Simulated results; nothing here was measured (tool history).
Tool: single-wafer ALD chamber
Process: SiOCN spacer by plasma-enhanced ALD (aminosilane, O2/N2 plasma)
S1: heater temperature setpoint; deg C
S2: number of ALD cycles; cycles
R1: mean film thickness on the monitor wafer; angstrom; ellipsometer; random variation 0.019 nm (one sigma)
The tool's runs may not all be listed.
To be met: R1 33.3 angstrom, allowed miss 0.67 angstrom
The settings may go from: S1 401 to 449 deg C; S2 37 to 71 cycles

run 1 hour=0 | S1=425 S2=54 | R1=27.836
run 2 hour=7.2 | S1=425 S2=59 | R1=30.34
run 3 hour=10.3 | S1=425 S2=54 | R1=27.774
run 4 hour=17.8 | S1=425 S2=60 | R1=31.159
run 5 hour=25.3 | S1=425 S2=55 | R1=28.289
run 6 hour=30.8 | S1=423 S2=56 | R1=29.214
run 7 hour=35.1 | S1=420 S2=56 | R1=29.315
run 8 hour=40.6 | S1=413 S2=64 | R1=34.478
run 9 hour=46.8 | S1=414 S2=64 | R1=34.377
run 10 hour=48.6 | S1=415 S2=64 | R1=34.537
run 11 hour=53.3 | S1=415 S2=64 | R1=33.998

4 next moves are on the table. One of them brings every result within its allowed miss. Which?
run A hour=58 | S1=417 S2=66 | R1=?
run B hour=58 | S1=408 S2=61 | R1=?
run C hour=58 | S1=412 S2=59 | R1=?
run D hour=58 | S1=419 S2=61 | R1=?

move=A R1=35.169
move=B R1=33.556
move=C R1=32.004
move=D R1=32.272
A: further off than the last run
B: meets every target
C: takes the result that was furthest off past its target
D: takes the result that was furthest off past its target
The right move is B.
